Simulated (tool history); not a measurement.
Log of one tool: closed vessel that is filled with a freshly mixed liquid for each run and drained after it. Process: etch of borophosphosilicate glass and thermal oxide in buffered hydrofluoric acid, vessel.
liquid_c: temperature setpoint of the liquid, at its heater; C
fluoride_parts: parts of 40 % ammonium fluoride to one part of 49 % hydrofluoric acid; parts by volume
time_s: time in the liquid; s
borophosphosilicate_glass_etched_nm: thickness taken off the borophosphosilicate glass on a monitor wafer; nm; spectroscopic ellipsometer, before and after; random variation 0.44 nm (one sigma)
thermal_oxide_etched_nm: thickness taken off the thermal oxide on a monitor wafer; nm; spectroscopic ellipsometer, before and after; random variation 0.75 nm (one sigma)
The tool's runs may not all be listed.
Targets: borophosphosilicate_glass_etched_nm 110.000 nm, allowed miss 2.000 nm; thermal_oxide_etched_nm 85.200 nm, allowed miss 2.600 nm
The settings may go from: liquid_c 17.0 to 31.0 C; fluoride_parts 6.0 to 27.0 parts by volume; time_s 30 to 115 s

run	hour	liquid_c	fluoride_parts	time_s	borophosphosilicate_glass_etched_nm	thermal_oxide_etched_nm
1	0.0	23.0	16.5	60	47.309	36.548
2	7.5	26.0	16.5	60	54.637	42.988
3	11.9	26.0	16.5	70	64.385	49.931
4	13.7	26.5	16.0	70	68.128	53.102
5	17.2	26.5	16.0	55	53.580	41.601
6	17.7	27.0	15.0	55	59.165	46.063
7	19.6	27.5	14.0	55	64.447	50.534
8	25.8	28.0	13.0	55	70.885	55.741
9	28.8	28.5	12.5	55	75.972	59.621
10	31.3	29.0	12.0	55	81.188	63.668

4 next moves are on the table. One of them brings every result within its allowed miss. Which?
A	33.8	31.0	12.5	65	?	?
B	33.8	24.0	13.5	65	?	?
C	33.8	26.5	10.5	75	?	?
D	33.8	29.5	10.5	40	?	?

move	borophosphosilicate_glass_etched_nm	thermal_oxide_etched_nm
A	101.880	79.967
B	65.239	51.047
C	110.170	86.195
D	68.801	53.914
A: nearer than the last run, and not there yet
B: further off than the last run
C: meets every target
D: further off than the last run
Answer: C
